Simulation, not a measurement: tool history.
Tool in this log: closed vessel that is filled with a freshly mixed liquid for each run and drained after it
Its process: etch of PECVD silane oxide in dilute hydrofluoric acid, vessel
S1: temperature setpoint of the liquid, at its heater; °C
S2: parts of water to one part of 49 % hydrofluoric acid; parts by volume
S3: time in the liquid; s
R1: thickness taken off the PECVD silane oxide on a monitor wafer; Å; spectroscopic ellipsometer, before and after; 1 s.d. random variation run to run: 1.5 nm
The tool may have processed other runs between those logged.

{"run": 1, "day": 0.0, "S1": 21, "S2": 85, "S3": 190, "R1": 886.62}
{"run": 2, "day": 0.212, "S1": 21, "S2": 85, "S3": 210, "R1": 997.95}
{"run": 3, "day": 0.242, "S1": 18.5, "S2": 85, "S3": 210, "R1": 905.19}
{"run": 4, "day": 0.4, "S1": 18.5, "S2": 85, "S3": 190, "R1": 805.74}
{"run": 5, "day": 0.425, "S1": 20, "S2": 75, "S3": 190, "R1": 992.6}
{"run": 6, "day": 0.792, "S1": 20, "S2": 60, "S3": 190, "R1": 1269.5}

Run 7 is up next; what results do you expect?
{"run": 7, "day": 0.967, "S1": 24, "S2": 50, "S3": 190, "R1": "?"}

{"run 7": {"R1": 1810.6}}
